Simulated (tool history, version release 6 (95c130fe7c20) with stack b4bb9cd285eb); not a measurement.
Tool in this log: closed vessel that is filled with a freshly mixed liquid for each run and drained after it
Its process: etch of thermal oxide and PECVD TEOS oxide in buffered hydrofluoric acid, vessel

run	hour	temperature setpoint of the liquid (K)	parts of 40 % ammonium fluoride to one part of 49 % hydrofluoric acid (parts by volume)	time in the liquid (s)	thickness taken off the thermal oxide on a monitor wafer (angstrom)	thickness taken off the PECVD TEOS oxide on a monitor wafer (angstrom)
1	0	296.15	9.5	60	603.99	1429
2	8.6	296.15	9.5	50	507.04	1204.5
3	9.6	298.65	9.5	50	573.67	1396.6
4	14.7	298.65	7	50	791.73	1886.2
5	16.9	298.65	7	35	549.75	1317.4
6	26	300.15	6.5	35	634.66	1517.4
7	28.9	301.15	6.5	35	671.39	1611.3
8	30.5	302.15	6.5	35	705.98	1679

What will run 9 give?
9	32.1	302.65	6.5	35	?	?

{"run 9": {"thickness taken off the thermal oxide on a monitor wafer (angstrom)": 723.17, "thickness taken off the PECVD TEOS oxide on a monitor wafer (angstrom)": 1763.1}}
